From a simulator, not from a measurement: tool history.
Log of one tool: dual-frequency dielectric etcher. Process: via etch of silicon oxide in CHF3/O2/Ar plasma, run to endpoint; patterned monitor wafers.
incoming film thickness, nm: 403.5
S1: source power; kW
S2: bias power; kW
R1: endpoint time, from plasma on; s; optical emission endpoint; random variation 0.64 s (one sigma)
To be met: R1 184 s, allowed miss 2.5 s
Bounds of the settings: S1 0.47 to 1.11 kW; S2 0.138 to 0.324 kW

Run 1, day 0: S1 0.79 kW, S2 0.231 kW. Result: R1 163.02 s.
Run 2, day 0.25: S1 0.85 kW, S2 0.231 kW. Result: R1 158.48 s.
Run 3, day 0.283: S1 0.85 kW, S2 0.271 kW. Result: R1 149.21 s.
Run 4, day 0.508: S1 0.78 kW, S2 0.271 kW. Result: R1 155.14 s.
Run 5, day 0.592: S1 0.73 kW, S2 0.269 kW. Result: R1 160.13 s.
Run 6, day 0.725: S1 0.69 kW, S2 0.268 kW. Result: R1 163.33 s.
Run 7, day 0.912: S1 0.65 kW, S2 0.267 kW. Result: R1 166.89 s.
Run 8, day 1.071: S1 0.62 kW, S2 0.266 kW. Result: R1 171.68 s.
Run 9, day 1.279: S1 0.6 kW, S2 0.266 kW. Result: R1 173.53 s.
Run 10, day 1.383: S1 0.58 kW, S2 0.266 kW. Result: R1 176.48 s.
Run 11, day 1.642: S1 0.57 kW, S2 0.266 kW. Result: R1 176.98 s.
Run 12, day 1.742: S1 0.56 kW, S2 0.266 kW. Result: R1 177.16 s.
Run 13, day 2.033: S1 0.55 kW, S2 0.266 kW. Result: R1 180.09 s.
Run 14, day 2.242: S1 0.54 kW, S2 0.266 kW. Result: R1 182.29 s.

5 next moves are on the table. One of them brings every result within its allowed miss. Which?
Run A, day 2.45: S1 0.59 kW, S2 0.251 kW. Result: R1 ?.
Run B, day 2.45: S1 0.53 kW, S2 0.283 kW. Result: R1 ?.
Run C, day 2.45: S1 0.56 kW, S2 0.261 kW. Result: R1 ?.
Run D, day 2.45: S1 0.61 kW, S2 0.241 kW. Result: R1 ?.
Run E, day 2.45: S1 0.53 kW, S2 0.26 kW. Result: R1 ?.

move      R1
   A  178.53
   B  178.41
   C  179.78
   D  178.75
   E  184.18
A: further off than the last run
B: further off than the last run
C: further off than the last run
D: further off than the last run
E: meets every target
The right move is E.
